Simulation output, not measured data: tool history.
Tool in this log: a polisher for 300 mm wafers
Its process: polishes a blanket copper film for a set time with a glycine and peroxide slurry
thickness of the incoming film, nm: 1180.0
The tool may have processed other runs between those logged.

run,day,flow of slurry (ml/min),pressure of the wafer on the pad (psi),speed of the pad under the wafer (cm/s),polishing time (s),film removed (angstrom)
1,0.000,125,1.8,118,50,2516.4
2,0.208,125,1.8,118,53,2650.9
3,0.417,125,1.4,118,53,2213.6
4,0.562,125,1.2,118,53,2042.2
5,0.825,125,1.2,140,53,2264.8
6,0.958,125,1.2,162,53,2600.0
7,1.004,130,1.5,164,53,3059.8
8,1.221,135,1.7,166,53,3373.8
9,1.325,135,1.7,166,53,3412.0

Run 10 is up next; what results do you expect?
10,1.642,135,1.9,168,53,?

Run 10 gave film removed (angstrom) 3714.5.

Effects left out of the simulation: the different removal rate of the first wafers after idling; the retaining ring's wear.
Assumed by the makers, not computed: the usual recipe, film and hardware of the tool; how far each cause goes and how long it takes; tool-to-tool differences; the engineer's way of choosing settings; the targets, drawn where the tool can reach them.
